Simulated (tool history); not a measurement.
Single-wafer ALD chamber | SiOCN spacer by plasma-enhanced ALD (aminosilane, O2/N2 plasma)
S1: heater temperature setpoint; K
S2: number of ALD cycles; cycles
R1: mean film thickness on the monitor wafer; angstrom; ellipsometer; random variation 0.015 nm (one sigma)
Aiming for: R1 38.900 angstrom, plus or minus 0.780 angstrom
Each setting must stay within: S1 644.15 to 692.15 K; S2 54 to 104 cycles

{"run": 1, "hour": 0.0, "S1": 668.15, "S2": 79, "R1": 51.084}
{"run": 2, "hour": 1.0, "S1": 668.15, "S2": 84, "R1": 54.223}
{"run": 3, "hour": 3.8, "S1": 662.15, "S2": 84, "R1": 54.754}
{"run": 4, "hour": 7.2, "S1": 667.15, "S2": 84, "R1": 53.965}
{"run": 5, "hour": 14.6, "S1": 659.15, "S2": 84, "R1": 54.194}
{"run": 6, "hour": 16.5, "S1": 659.15, "S2": 76, "R1": 48.995}
{"run": 7, "hour": 22.3, "S1": 659.15, "S2": 71, "R1": 46.072}
{"run": 8, "hour": 26.5, "S1": 659.15, "S2": 67, "R1": 43.458}
{"run": 9, "hour": 34.9, "S1": 659.15, "S2": 57, "R1": 37.114}
{"run": 10, "hour": 40.6, "S1": 659.15, "S2": 58, "R1": 37.566}

Below are 4 possible settings for the next run. Only one of them brings all results inside the allowed miss of their targets. Which is it?
{"run": "A", "hour": 46.3, "S1": 657.15, "S2": 60, "R1": "?"}
{"run": "B", "hour": 46.3, "S1": 668.15, "S2": 55, "R1": "?"}
{"run": "C", "hour": 46.3, "S1": 659.15, "S2": 56, "R1": "?"}
{"run": "D", "hour": 46.3, "S1": 654.15, "S2": 58, "R1": "?"}

move=A R1=39.080
move=B R1=35.823
move=C R1=36.474
move=D R1=37.777
A: every result within its allowed miss
B: moves away from the targets compared with the last run
C: moves away from the targets compared with the last run
D: better than the last run, though not everything is in spec
So the answer is move A, the one that meets all the targets.
